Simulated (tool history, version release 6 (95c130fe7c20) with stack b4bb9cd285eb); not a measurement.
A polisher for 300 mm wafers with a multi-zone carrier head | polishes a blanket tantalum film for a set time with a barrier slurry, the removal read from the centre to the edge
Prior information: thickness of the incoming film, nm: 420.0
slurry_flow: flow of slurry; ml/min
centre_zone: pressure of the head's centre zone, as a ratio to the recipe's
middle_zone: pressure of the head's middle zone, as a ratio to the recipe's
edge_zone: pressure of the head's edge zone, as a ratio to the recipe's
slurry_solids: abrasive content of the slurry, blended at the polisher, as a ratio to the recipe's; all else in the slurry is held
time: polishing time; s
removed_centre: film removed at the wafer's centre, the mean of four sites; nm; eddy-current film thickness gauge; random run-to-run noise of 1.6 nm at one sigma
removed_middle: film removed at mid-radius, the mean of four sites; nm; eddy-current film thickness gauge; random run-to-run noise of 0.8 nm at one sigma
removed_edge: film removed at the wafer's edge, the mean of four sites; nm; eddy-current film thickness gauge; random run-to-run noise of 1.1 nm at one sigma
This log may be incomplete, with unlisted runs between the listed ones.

run 1 hour=0.0 | slurry_flow=180 centre_zone=1.00 middle_zone=1.00 edge_zone=1.00 slurry_solids=1.00 time=54 | removed_centre=88.090 removed_middle=90.416 removed_edge=89.528
run 2 hour=5.9 | slurry_flow=185 centre_zone=1.00 middle_zone=0.98 edge_zone=1.05 slurry_solids=1.15 time=57 | removed_centre=98.878 removed_middle=99.315 removed_edge=102.850
run 3 hour=13.9 | slurry_flow=185 centre_zone=1.00 middle_zone=0.98 edge_zone=1.09 slurry_solids=1.15 time=57 | removed_centre=99.848 removed_middle=99.265 removed_edge=104.730
run 4 hour=15.4 | slurry_flow=185 centre_zone=1.00 middle_zone=0.98 edge_zone=1.09 slurry_solids=0.95 time=57 | removed_centre=90.328 removed_middle=92.914 removed_edge=96.915
run 5 hour=20.1 | slurry_flow=225 centre_zone=1.00 middle_zone=0.98 edge_zone=1.09 slurry_solids=0.95 time=57 | removed_centre=91.568 removed_middle=94.925 removed_edge=98.711
run 6 hour=22.1 | slurry_flow=225 centre_zone=1.00 middle_zone=0.98 edge_zone=1.05 slurry_solids=0.95 time=57 | removed_centre=94.390 removed_middle=94.309 removed_edge=97.050
run 7 hour=28.3 | slurry_flow=225 centre_zone=0.99 middle_zone=0.97 edge_zone=1.09 slurry_solids=1.10 time=59 | removed_centre=100.760 removed_middle=103.080 removed_edge=108.850
run 8 hour=34.8 | slurry_flow=230 centre_zone=1.00 middle_zone=0.96 edge_zone=1.12 slurry_solids=1.20 time=60 | removed_centre=111.620 removed_middle=106.510 removed_edge=113.670
run 9 hour=35.3 | slurry_flow=215 centre_zone=0.98 middle_zone=0.95 edge_zone=1.13 slurry_solids=1.30 time=62 | removed_centre=111.560 removed_middle=111.420 removed_edge=123.470
run 10 hour=39.6 | slurry_flow=210 centre_zone=0.98 middle_zone=0.95 edge_zone=1.14 slurry_solids=1.35 time=63 | removed_centre=113.710 removed_middle=114.010 removed_edge=125.170
run 11 hour=44.4 | slurry_flow=260 centre_zone=0.97 middle_zone=0.91 edge_zone=1.19 slurry_solids=1.50 time=66 | removed_centre=127.240 removed_middle=121.400 removed_edge=141.220
run 12 hour=47.3 | slurry_flow=260 centre_zone=0.97 middle_zone=0.92 edge_zone=1.19 slurry_solids=1.50 time=66 | removed_centre=124.610 removed_middle=122.940 removed_edge=141.680

Forecast run 13:
run 13 hour=50.5 | slurry_flow=260 centre_zone=0.98 middle_zone=0.92 edge_zone=1.19 slurry_solids=1.50 time=66 | removed_centre=? removed_middle=? removed_edge=?

removed_centre: 125.410 nm
removed_middle: 122.890 nm
removed_edge: 142.350 nm
